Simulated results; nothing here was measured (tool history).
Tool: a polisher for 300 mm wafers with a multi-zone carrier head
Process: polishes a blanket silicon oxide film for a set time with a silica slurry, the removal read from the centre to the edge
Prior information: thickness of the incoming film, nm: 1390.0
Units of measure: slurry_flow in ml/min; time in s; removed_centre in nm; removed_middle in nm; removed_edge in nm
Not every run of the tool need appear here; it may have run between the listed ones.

run,hour,slurry_flow,centre_zone,middle_zone,edge_zone,slurry_solids,time,removed_centre,removed_middle,removed_edge
1,0,210,1,1,1,1,67,132.7,132.19,136.12
2,2.2,205,1.01,0.97,0.96,0.95,67,126.71,125.27,128.65
3,6.2,200,1.04,0.93,0.93,0.9,67,124.96,115.64,120.95
4,10,200,1.04,0.93,0.88,0.9,67,127.27,113.97,118.86
5,15.3,200,1.04,0.93,0.81,0.9,67,125.98,114.18,112.54
6,20,200,1.04,0.93,0.81,1,67,136.19,123.69,123.28
7,21.1,195,1.04,0.91,0.81,0.95,67,131.95,116.83,117.87
8,24,190,1.04,0.9,0.81,0.9,67,127.24,110.83,114.2
9,31,185,1.04,0.9,0.81,0.9,67,124.86,108.89,113.13
10,39.5,180,1.04,0.9,0.81,0.9,67,123.22,108.02,111.28
11,40.1,175,1.04,0.89,0.81,0.9,67,123.23,107.71,112.79
12,48.6,165,1.06,0.88,0.81,0.8,67,113.84,98.163,101.08
13,49.4,175,1.06,0.88,0.82,0.8,67,114.58,97.965,101.63
14,51.7,185,1.06,0.88,0.83,0.8,67,115.55,97.629,102.78
15,60.3,230,1.06,0.92,0.89,0.85,67,125.32,109.76,115.07

Predict the results of run 16:
16,63.1,220,1.06,0.91,0.88,0.85,67,?,?,?

removed_centre: 123.72 nm
removed_middle: 107.72 nm
removed_edge: 114.04 nm

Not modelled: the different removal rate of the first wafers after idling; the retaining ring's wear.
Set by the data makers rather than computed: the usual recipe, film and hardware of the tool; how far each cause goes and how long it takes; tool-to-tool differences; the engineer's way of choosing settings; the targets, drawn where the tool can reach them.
